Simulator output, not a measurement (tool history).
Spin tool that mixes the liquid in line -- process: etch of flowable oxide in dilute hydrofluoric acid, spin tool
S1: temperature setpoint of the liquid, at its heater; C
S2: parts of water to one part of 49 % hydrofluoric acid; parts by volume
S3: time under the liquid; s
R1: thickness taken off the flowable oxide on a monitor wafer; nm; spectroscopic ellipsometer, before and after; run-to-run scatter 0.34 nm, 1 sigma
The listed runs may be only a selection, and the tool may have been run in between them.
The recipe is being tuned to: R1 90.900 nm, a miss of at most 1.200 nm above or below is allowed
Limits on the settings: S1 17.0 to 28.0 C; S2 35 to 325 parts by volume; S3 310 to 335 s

Run 1, day 0.000: S1 20.0 C, S2 180 parts by volume, S3 310 s. Result: R1 46.992 nm.
Run 2, day 0.071: S1 20.0 C, S2 180 parts by volume, S3 310 s. Result: R1 46.729 nm.
Run 3, day 0.233: S1 20.0 C, S2 130 parts by volume, S3 310 s. Result: R1 68.038 nm.
Run 4, day 0.579: S1 20.0 C, S2 130 parts by volume, S3 335 s. Result: R1 73.415 nm.
Run 5, day 0.888: S1 21.5 C, S2 130 parts by volume, S3 335 s. Result: R1 78.421 nm.
Run 6, day 1.217: S1 21.5 C, S2 165 parts by volume, S3 335 s. Result: R1 59.608 nm.
Run 7, day 1.550: S1 23.0 C, S2 155 parts by volume, S3 335 s. Result: R1 67.851 nm.
Run 8, day 1.775: S1 24.5 C, S2 150 parts by volume, S3 335 s. Result: R1 74.752 nm.
Run 9, day 1.967: S1 28.0 C, S2 140 parts by volume, S3 335 s. Result: R1 92.310 nm.

Consider the 4 candidate settings below. Which is the only one whose results all fall within their allowed miss of target?
Run A, day 2.158: S1 28.0 C, S2 130 parts by volume, S3 320 s. Result: R1 ?.
Run B, day 2.158: S1 26.0 C, S2 125 parts by volume, S3 320 s. Result: R1 ?.
Run C, day 2.158: S1 27.5 C, S2 140 parts by volume, S3 335 s. Result: R1 ?.
Run D, day 2.158: S1 27.5 C, S2 130 parts by volume, S3 320 s. Result: R1 ?.

move      R1
   A  96.303
   B  93.466
   C  90.728
   D  94.520
A: misses by more than the last run did
B: misses by more than the last run did
C: every result lands within tolerance
D: misses by more than the last run did
Answer: C
